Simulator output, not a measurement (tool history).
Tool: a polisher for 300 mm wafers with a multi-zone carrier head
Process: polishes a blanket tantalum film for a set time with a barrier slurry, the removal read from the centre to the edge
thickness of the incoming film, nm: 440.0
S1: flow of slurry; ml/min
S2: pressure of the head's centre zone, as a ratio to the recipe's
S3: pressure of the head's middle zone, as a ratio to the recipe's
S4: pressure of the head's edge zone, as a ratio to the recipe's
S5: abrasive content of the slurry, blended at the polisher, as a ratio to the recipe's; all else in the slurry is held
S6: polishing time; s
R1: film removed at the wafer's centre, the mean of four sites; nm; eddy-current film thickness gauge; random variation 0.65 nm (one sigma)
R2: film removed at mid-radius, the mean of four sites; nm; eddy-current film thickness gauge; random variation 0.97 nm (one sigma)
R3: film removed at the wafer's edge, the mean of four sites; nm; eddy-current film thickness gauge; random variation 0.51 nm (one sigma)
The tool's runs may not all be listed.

run  hour   S1    S2    S3    S4   S5  S6      R1      R2      R3
  1     0  195     1     1     1    1  79  82.555  82.477  84.472
  2   2.4  195  1.01  0.96  1.01    1  79  84.985  80.947  84.981
  3   7.9  195  1.01  0.96  0.96    1  79  84.929  82.966  83.126
  4  14.1  195  1.01   0.9  0.96    1  79   83.06  76.216  82.649
  5  16.3  175  1.01   0.9  0.96    1  79  81.923  75.069  82.743
  6  22.6  175  1.01   0.9  0.96    1  64  66.582  60.767  66.927
  7    26  185  1.02   0.9     1  1.1  64  68.345  62.872  69.041
  8  34.6  190  1.04  0.88  1.03  1.2  66  74.621  66.514  73.892

Run 9 comes next. What will it give?
     41.3  -- worn pad replaced by a new one
  9  41.3  195  1.05  0.86  1.06  1.25  67   ?   ?   ?

Run 9 gave R1 86.854 nm, R2 74.048 nm, R3 86.433 nm.
